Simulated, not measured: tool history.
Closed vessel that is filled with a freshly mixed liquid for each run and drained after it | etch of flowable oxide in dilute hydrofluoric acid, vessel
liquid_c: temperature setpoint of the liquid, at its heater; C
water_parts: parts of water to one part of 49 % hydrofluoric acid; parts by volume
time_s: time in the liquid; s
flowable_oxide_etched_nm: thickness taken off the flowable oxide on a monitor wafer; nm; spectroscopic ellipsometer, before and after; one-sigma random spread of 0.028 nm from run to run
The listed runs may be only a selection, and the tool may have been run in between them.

run	hour	liquid_c	water_parts	time_s	flowable_oxide_etched_nm
1	0	24	85	30	12.699
2	6.7	26	85	30	13.597
3	12.5	27.5	85	30	14.52
4	15.6	26	90	30	12.905
5	17.7	26	70	30	16.925
6	24.5	25	75	30	14.962
7	31.8	24	80	30	13.435
8	40.5	23	85	30	12.131
9	47.3	22	90	30	11.03
10	56.5	21.5	90	30	10.721
11	63.8	21	90	30	10.451
12	65	20.5	90	30	10.332

Predict the results of run 13:
13	68.6	20	90	30	?

Logged for run 13: flowable_oxide_etched_nm 9.9852 nm.

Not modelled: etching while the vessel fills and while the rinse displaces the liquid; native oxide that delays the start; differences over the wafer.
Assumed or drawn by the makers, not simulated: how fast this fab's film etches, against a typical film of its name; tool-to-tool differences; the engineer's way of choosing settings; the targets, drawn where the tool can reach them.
